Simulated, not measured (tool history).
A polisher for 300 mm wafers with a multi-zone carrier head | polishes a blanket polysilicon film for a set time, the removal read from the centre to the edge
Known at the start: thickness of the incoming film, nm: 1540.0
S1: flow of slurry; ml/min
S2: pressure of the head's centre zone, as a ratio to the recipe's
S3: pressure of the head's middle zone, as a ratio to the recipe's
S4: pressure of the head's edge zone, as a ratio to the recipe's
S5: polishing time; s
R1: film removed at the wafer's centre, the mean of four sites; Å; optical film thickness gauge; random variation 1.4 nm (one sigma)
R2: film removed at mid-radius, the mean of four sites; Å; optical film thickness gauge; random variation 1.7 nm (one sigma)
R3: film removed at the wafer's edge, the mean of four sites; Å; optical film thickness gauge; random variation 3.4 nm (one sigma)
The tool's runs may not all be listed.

run,hour,S1,S2,S3,S4,S5,R1,R2,R3
1,0,200,1,1,1,30,2470.7,2501.3,2482.1
2,1.5,200,1,1.07,1,30,2489.3,2643.3,2507.3
3,10.4,200,1,1.15,1,30,2486,2820.6,2481
4,19.2,235,1,1.15,1,30,2559.9,2907.8,2535.2
5,26.6,235,1,1.15,1,35,2968.6,3432.6,2942
6,28.6,215,0.97,1.06,0.99,34,2768.4,3038.7,2786.4
7,37.3,195,0.95,0.99,1,33,2594.7,2742.4,2687.4

The next listed run, before its measurement:
8,40.9,180,0.93,0.94,1.01,33,?,?,?

R1: 2460 Å
R2: 2602.9 Å
R3: 2686.2 Å

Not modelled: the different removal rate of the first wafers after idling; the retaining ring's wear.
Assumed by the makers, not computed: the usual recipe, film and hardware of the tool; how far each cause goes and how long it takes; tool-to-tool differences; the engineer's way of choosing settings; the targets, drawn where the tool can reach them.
